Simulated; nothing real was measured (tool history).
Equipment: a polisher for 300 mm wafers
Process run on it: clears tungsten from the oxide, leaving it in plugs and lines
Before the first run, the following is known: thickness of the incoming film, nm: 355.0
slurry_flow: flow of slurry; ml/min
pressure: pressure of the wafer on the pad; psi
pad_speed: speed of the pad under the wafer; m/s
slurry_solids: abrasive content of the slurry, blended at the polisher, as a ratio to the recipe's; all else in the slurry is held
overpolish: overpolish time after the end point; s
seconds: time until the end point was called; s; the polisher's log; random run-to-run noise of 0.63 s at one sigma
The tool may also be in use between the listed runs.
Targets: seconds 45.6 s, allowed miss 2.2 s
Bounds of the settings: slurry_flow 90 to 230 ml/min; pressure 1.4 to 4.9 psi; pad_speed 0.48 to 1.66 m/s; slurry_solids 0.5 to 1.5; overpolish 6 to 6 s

{"run": 1, "hour": 0.0, "slurry_flow": 150, "pressure": 3.1, "pad_speed": 1.06, "slurry_solids": 1, "overpolish": 6, "seconds": 81.172}
{"run": 2, "hour": 1.3, "slurry_flow": 150, "pressure": 3.1, "pad_speed": 1.06, "slurry_solids": 0.85, "overpolish": 6, "seconds": 81.691}
{"run": 3, "hour": 8.4, "slurry_flow": 150, "pressure": 3.5, "pad_speed": 1.08, "slurry_solids": 0.85, "overpolish": 6, "seconds": 72.602}
{"run": 4, "hour": 16.8, "slurry_flow": 150, "pressure": 3.5, "pad_speed": 1.34, "slurry_solids": 0.85, "overpolish": 6, "seconds": 60.575}
{"run": 5, "hour": 21.3, "slurry_flow": 150, "pressure": 3.5, "pad_speed": 1.48, "slurry_solids": 0.85, "overpolish": 6, "seconds": 55.872}
{"run": 6, "hour": 26.6, "slurry_flow": 135, "pressure": 3.5, "pad_speed": 1.48, "slurry_solids": 0.85, "overpolish": 6, "seconds": 55.977}
{"run": 7, "hour": 28.8, "slurry_flow": 135, "pressure": 3.7, "pad_speed": 1.48, "slurry_solids": 0.85, "overpolish": 6, "seconds": 51.626}
{"run": 8, "hour": 29.4, "slurry_flow": 135, "pressure": 3.8, "pad_speed": 1.48, "slurry_solids": 0.85, "overpolish": 6, "seconds": 51.769}
{"run": 9, "hour": 37.1, "slurry_flow": 135, "pressure": 3.9, "pad_speed": 1.48, "slurry_solids": 0.85, "overpolish": 6, "seconds": 50.339}
{"run": 10, "hour": 42.5, "slurry_flow": 135, "pressure": 4, "pad_speed": 1.48, "slurry_solids": 0.85, "overpolish": 6, "seconds": 49.01}

Which one of the following 5 next-run settings gets every result inside its allowed miss? There is exactly one.
{"run": "A", "hour": 47.9, "slurry_flow": 170, "pressure": 4.3, "pad_speed": 1.2, "slurry_solids": 1, "overpolish": 6, "seconds": "?"}
{"run": "B", "hour": 47.9, "slurry_flow": 130, "pressure": 3.7, "pad_speed": 1.54, "slurry_solids": 0.8, "overpolish": 6, "seconds": "?"}
{"run": "C", "hour": 47.9, "slurry_flow": 150, "pressure": 3.8, "pad_speed": 1.44, "slurry_solids": 0.9, "overpolish": 6, "seconds": "?"}
{"run": "D", "hour": 47.9, "slurry_flow": 95, "pressure": 4.2, "pad_speed": 1.62, "slurry_solids": 0.8, "overpolish": 6, "seconds": "?"}
{"run": "E", "hour": 47.9, "slurry_flow": 160, "pressure": 3.4, "pad_speed": 1.66, "slurry_solids": 0.6, "overpolish": 6, "seconds": "?"}

move=A seconds=51.341
move=B seconds=51.374
move=C seconds=51.062
move=D seconds=45.787
move=E seconds=52.672
A: lands further from the targets than the last run did
B: lands further from the targets than the last run did
C: lands further from the targets than the last run did
D: in spec on every target
E: lands further from the targets than the last run did
Go with D: it meets all targets.

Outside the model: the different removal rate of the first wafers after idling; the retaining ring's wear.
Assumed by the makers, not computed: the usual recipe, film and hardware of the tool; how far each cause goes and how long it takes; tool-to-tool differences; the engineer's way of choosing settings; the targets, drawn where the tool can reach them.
